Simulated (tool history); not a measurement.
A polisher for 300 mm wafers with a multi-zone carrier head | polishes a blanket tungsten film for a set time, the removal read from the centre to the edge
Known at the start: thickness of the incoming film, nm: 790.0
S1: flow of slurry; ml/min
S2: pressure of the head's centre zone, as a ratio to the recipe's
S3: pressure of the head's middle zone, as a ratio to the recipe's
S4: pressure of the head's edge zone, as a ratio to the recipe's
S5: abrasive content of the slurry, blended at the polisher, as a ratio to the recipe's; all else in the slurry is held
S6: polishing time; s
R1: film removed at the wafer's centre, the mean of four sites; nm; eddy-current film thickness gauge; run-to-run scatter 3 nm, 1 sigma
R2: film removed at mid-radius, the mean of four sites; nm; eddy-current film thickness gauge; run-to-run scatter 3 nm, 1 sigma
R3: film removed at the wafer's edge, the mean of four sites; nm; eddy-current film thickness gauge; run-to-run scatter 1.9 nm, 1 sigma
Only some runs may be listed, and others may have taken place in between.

| run | day | S1 | S2 | S3 | S4 | S5 | S6 | R1 | R2 | R3 |
|---|---|---|---|---|---|---|---|---|---|---|
| 1 | 0.000 | 165 | 1.00 | 1.00 | 1.00 | 1.00 | 61 | 263.62 | 263.32 | 271.38 |
| 2 | 0.233 | 165 | 1.00 | 0.92 | 1.00 | 1.00 | 61 | 263.69 | 248.87 | 278.13 |
| 3 | 0.458 | 165 | 1.00 | 0.86 | 1.00 | 1.00 | 61 | 262.77 | 241.13 | 272.29 |
| 4 | 0.567 | 160 | 1.01 | 0.85 | 0.98 | 0.95 | 61 | 261.12 | 230.87 | 269.51 |
| 5 | 0.771 | 160 | 1.02 | 0.86 | 0.95 | 0.90 | 60 | 258.76 | 234.14 | 257.05 |
| 6 | 0.900 | 160 | 1.02 | 0.83 | 0.95 | 0.90 | 60 | 261.24 | 218.23 | 256.43 |
| 7 | 1.042 | 155 | 1.02 | 0.84 | 0.93 | 0.90 | 60 | 255.40 | 226.11 | 254.64 |
| 8 | 1.183 | 150 | 1.03 | 0.84 | 0.92 | 0.85 | 60 | 247.36 | 217.53 | 247.59 |
| 9 | 1.258 | 150 | 1.04 | 0.84 | 0.91 | 0.85 | 60 | 253.58 | 221.94 | 245.46 |
| 10 | 1.379 | 145 | 1.05 | 0.83 | 0.90 | 0.85 | 60 | 254.08 | 220.89 | 243.42 |

Run 11, settings as shown, results not yet in. Your forecast:
| 11 | 1.408 | 140 | 1.06 | 0.82 | 0.89 | 0.80 | 60 | ? | ? | ? |

R1: 250.89 nm
R2: 213.28 nm
R3: 241.67 nm
